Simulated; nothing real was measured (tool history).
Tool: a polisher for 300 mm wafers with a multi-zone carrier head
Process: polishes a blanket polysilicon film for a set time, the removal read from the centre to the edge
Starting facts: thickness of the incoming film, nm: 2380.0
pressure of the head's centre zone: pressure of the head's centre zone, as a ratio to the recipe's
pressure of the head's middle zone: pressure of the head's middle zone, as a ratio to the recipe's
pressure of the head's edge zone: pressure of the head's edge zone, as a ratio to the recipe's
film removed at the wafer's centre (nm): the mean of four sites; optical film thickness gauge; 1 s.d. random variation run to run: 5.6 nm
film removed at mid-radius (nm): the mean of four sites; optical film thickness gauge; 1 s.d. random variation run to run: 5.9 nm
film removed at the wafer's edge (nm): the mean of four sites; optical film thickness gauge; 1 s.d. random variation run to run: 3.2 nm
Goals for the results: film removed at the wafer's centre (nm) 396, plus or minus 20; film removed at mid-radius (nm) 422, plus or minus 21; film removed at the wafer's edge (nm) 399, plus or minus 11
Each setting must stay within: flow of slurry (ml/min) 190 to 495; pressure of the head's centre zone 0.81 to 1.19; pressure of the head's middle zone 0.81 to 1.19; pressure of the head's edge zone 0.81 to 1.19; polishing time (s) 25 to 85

run  hour  flow of slurry (ml/min)  pressure of the head's centre zone  pressure of the head's middle zone  pressure of the head's edge zone  polishing time (s)  film removed at the wafer's centre (nm)  film removed at mid-radius (nm)  film removed at the wafer's edge (nm)
  1     0                      320                                   1                                   1                                 1                  55                                   283.46                           302.37                                 288.79
  2   6.7                      320                                   1                                0.97                                 1                  55                                   290.54                           298.13                                 290.16
  3  10.4                      320                                   1                                0.97                                 1                  65                                   345.37                           352.28                                 344.72
  4  17.1                      320                                   1                                0.97                                 1                  52                                   269.11                           280.84                                 272.97
  5  22.7                      320                                   1                                0.97                              1.05                  52                                   278.89                           283.14                                  283.7
  6  24.1                      320                                   1                                0.97                              1.11                  52                                   275.42                           273.95                                 291.08
  7  31.6                      325                                1.01                                   1                              1.11                  55                                    299.1                           301.89                                 306.49
  8  38.7                      325                                1.01                                1.02                              1.12                  58                                   307.39                           320.35                                 324.37
  9  47.3                      330                                1.02                                1.04                              1.12                  60                                   332.57                           342.57                                 336.85
 10  51.3                      335                                1.02                                1.05                              1.13                  62                                   336.12                           356.11                                 350.25
 11  55.5                      335                                1.03                                1.06                              1.14                  63                                   352.24                           374.77                                 359.51
 12    58                      340                                1.03                                1.07                              1.15                  64                                   351.74                           377.29                                 366.06
 13  61.8                      340                                1.04                                1.08                              1.15                  65                                   366.53                           382.26                                 372.96

Next run, 4 choices. One meets every target within its allowed miss, the rest don't. Which?
  A  65.6                      355                                1.09                                1.19                              1.07                  69                                        ?                                ?                                      ?
  B  65.6                      340                                1.07                                1.12                              1.18                  69                                        ?                                ?                                      ?
  C  65.6                      325                                 1.1                                1.12                              0.95                  69                                        ?                                ?                                      ?
  D  65.6                      360                                1.06                                0.92                              1.14                  63                                        ?                                ?                                      ?

move  film removed at the wafer's centre (nm)  film removed at mid-radius (nm)  film removed at the wafer's edge (nm)
   A                                   394.03                           444.29                                 383.02
   B                                   384.87                           419.96                                  401.8
   C                                   393.84                            418.2                                 359.56
   D                                   349.61                           326.39                                 362.79
A: an improvement on the last run, though not all results are within tolerance
B: each result inside its tolerance
C: moves away from the targets compared with the last run
D: moves away from the targets compared with the last run
The right move is B.
